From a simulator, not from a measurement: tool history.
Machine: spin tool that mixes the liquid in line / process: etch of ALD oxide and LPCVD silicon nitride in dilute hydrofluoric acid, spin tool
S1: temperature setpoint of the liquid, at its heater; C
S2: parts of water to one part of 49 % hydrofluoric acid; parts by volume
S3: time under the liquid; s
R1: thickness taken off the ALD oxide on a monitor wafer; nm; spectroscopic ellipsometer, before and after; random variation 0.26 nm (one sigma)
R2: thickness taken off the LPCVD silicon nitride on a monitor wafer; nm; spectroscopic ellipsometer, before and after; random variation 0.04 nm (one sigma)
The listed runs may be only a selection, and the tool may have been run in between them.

| run | day | S1 | S2 | S3 | R1 | R2 |
|---|---|---|---|---|---|---|
| 1 | 0.000 | 21.0 | 285 | 180 | 13.781 | 0.28381 |
| 2 | 0.029 | 22.0 | 255 | 180 | 16.223 | 0.34190 |
| 3 | 0.229 | 19.0 | 255 | 180 | 14.553 | 0.30248 |
| 4 | 0.404 | 21.0 | 240 | 180 | 16.676 | 0.36091 |
|  | 0.475 | hydrofluoric acid flow meter replaced |
| 5 | 0.475 | 21.0 | 155 | 180 | 26.454 | 0.44293 |
| 6 | 0.550 | 21.0 | 155 | 115 | 16.618 | 0.30994 |
| 7 | 0.800 | 22.5 | 140 | 115 | 20.168 | 0.33844 |
| 8 | 1.138 | 26.5 | 135 | 120 | 25.489 | 0.43619 |

What will run 9 give?
| 9 | 1.362 | 27.0 | 135 | 120 | ? | ? |

Run 9 came out at R1 25.584 nm, R2 0.56329 nm.

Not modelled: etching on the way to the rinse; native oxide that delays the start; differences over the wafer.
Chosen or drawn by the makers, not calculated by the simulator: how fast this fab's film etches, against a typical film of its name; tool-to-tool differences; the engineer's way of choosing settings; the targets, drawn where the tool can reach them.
